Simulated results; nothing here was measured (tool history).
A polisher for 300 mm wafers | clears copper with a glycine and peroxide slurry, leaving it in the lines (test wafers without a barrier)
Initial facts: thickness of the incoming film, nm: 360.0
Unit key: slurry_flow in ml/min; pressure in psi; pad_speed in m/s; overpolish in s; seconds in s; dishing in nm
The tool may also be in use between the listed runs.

run 1 hour=0.0 | slurry_flow=130 pressure=1.9 pad_speed=1.02 overpolish=9 | seconds=75.683 dishing=29.461
run 2 hour=6.7 | slurry_flow=135 pressure=2.0 pad_speed=1.02 overpolish=8 | seconds=73.246 dishing=26.937
run 3 hour=11.3 | slurry_flow=115 pressure=2.0 pad_speed=1.02 overpolish=8 | seconds=77.103 dishing=26.703
run 4 hour=15.8 | slurry_flow=115 pressure=1.6 pad_speed=1.02 overpolish=8 | seconds=83.330 dishing=24.815
run 5 hour=17.3 | slurry_flow=120 pressure=1.7 pad_speed=1.04 overpolish=8 | seconds=81.754 dishing=25.228
run 6 hour=22.3 | slurry_flow=125 pressure=1.8 pad_speed=1.04 overpolish=8 | seconds=78.129 dishing=26.027
run 7 hour=31.0 | slurry_flow=130 pressure=1.9 pad_speed=1.04 overpolish=8 | seconds=73.255 dishing=26.619
run 8 hour=32.5 | slurry_flow=135 pressure=1.9 pad_speed=1.04 overpolish=8 | seconds=75.013 dishing=27.024
run 9 hour=39.3 | slurry_flow=135 pressure=2.0 pad_speed=1.04 overpolish=8 | seconds=74.213 dishing=27.297
run 10 hour=44.0 | slurry_flow=135 pressure=2.0 pad_speed=1.04 overpolish=8 | seconds=72.370 dishing=27.387
run 11 hour=49.4 | slurry_flow=165 pressure=2.5 pad_speed=1.08 overpolish=4 | seconds=60.244 dishing=17.591
run 12 hour=52.3 | slurry_flow=165 pressure=2.5 pad_speed=1.10 overpolish=4 | seconds=59.843 dishing=17.669
run 13 hour=55.5 | slurry_flow=165 pressure=2.5 pad_speed=1.12 overpolish=4 | seconds=60.151 dishing=17.740

Run 14 is up next; what results do you expect?
run 14 hour=60.1 | slurry_flow=165 pressure=2.5 pad_speed=1.12 overpolish=4 | seconds=? dishing=?

seconds: 58.375 s
dishing: 17.768 nm
